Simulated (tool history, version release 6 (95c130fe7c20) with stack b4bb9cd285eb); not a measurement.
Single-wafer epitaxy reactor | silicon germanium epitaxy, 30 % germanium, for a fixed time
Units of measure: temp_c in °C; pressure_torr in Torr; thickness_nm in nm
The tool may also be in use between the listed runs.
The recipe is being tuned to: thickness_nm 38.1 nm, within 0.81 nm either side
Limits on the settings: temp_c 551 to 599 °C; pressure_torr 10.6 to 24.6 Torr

run 1 hour=0 | temp_c=575 pressure_torr=17.6 | thickness_nm=33.168
run 2 hour=2.7 | temp_c=576 pressure_torr=17.6 | thickness_nm=33.865
run 3 hour=6.6 | temp_c=577 pressure_torr=17.6 | thickness_nm=34.642
run 4 hour=12.6 | temp_c=567 pressure_torr=17.6 | thickness_nm=27.622
run 5 hour=20 | temp_c=570 pressure_torr=17.6 | thickness_nm=29.757
run 6 hour=28.7 | temp_c=562 pressure_torr=17.6 | thickness_nm=24.813
run 7 hour=35.3 | temp_c=566 pressure_torr=17.7 | thickness_nm=27.096
run 8 hour=36.3 | temp_c=569 pressure_torr=17.8 | thickness_nm=28.999
run 9 hour=40.7 | temp_c=572 pressure_torr=17.8 | thickness_nm=31.25
run 10 hour=48.6 | temp_c=574 pressure_torr=17.8 | thickness_nm=32.494
run 11 hour=53 | temp_c=584 pressure_torr=18 | thickness_nm=40.772
run 12 hour=53.8 | temp_c=583 pressure_torr=18 | thickness_nm=39.938
run 13 hour=58.3 | temp_c=582 pressure_torr=18 | thickness_nm=38.898

Of the 5 settings listed for the next run, only one would bring every result within its allowed miss of target. Which one?
run A hour=62.8 | temp_c=586 pressure_torr=15.8 | thickness_nm=?
run B hour=62.8 | temp_c=585 pressure_torr=16.4 | thickness_nm=?
run C hour=62.8 | temp_c=575 pressure_torr=23.3 | thickness_nm=?
run D hour=62.8 | temp_c=579 pressure_torr=22.2 | thickness_nm=?
run E hour=62.8 | temp_c=580 pressure_torr=20.6 | thickness_nm=?

move=A thickness_nm=40.123
move=B thickness_nm=40.004
move=C thickness_nm=38.037
move=D thickness_nm=40.608
move=E thickness_nm=40.074
A: further off than the last run
B: further off than the last run
C: hits every target within its allowed miss
D: further off than the last run
E: further off than the last run
C meets every target.
